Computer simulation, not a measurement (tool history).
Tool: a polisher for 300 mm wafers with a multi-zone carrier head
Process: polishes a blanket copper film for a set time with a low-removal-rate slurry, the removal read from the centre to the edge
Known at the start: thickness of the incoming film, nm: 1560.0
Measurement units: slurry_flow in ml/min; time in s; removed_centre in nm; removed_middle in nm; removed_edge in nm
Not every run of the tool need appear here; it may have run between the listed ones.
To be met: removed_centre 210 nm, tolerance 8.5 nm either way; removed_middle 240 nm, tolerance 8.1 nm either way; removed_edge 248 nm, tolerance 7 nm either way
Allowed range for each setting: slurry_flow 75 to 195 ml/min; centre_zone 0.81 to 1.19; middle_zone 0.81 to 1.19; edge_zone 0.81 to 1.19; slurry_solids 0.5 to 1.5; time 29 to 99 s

run  hour  slurry_flow  centre_zone  middle_zone  edge_zone  slurry_solids  time  removed_centre  removed_middle  removed_edge
  1     0          125            1            1          1              1    64          175.59          178.51        181.24
  2   1.3          130         0.99         1.01       1.02           1.05    65          186.37          183.02        188.34
  3   8.4          145         0.99         1.01       1.02           1.05    65          185.15          186.36        192.71
  4  15.4          160         0.99         1.01       1.02           1.05    65           190.7             189        194.31
  5  22.5          160         0.99         1.01       1.02           1.05    73          213.41          213.81        218.63
  6  28.2          185         0.99         1.01       1.02           1.05    73          215.92          222.03        223.07
  7  35.7          185         0.98         1.02       1.03           1.05    73          219.66          228.85        222.09
  8  40.5          175         0.88         0.95       1.13            1.3    74          204.26          221.43        243.46
  9  44.4          175         0.88         0.96       1.13            1.3    74          201.31           223.5        244.93
 10  46.4          175         0.88         0.97       1.13            1.3    74          208.44          223.99        244.47
 11  50.9          175         0.87         0.98       1.13            1.3    74          203.36          226.24        244.55

Pick the move, out of 5, that brings all results within their allowed miss; only one does.
  A  55.4          155         0.84         0.88       1.16            1.4    77               ?               ?             ?
  B  55.4          180         0.86         0.94       1.14            1.3    74               ?               ?             ?
  C  55.4          185         0.87         1.01        1.1            1.2    77               ?               ?             ?
  D  55.4          185         0.95         0.94        1.1           1.35    72               ?               ?             ?
  E  55.4          135         0.84         1.04       1.15           1.15    77               ?               ?             ?

move  removed_centre  removed_middle  removed_edge
   A          195.58          214.56        255.17
   B          195.57          220.45         244.6
   C          203.78          240.93        247.76
   D          213.03          216.99        237.36
   E          182.19          230.56        239.02
A: misses by more than the last run did
B: misses by more than the last run did
C: hits every target within its allowed miss
D: misses by more than the last run did
E: misses by more than the last run did
Correct choice: C, which meets every target
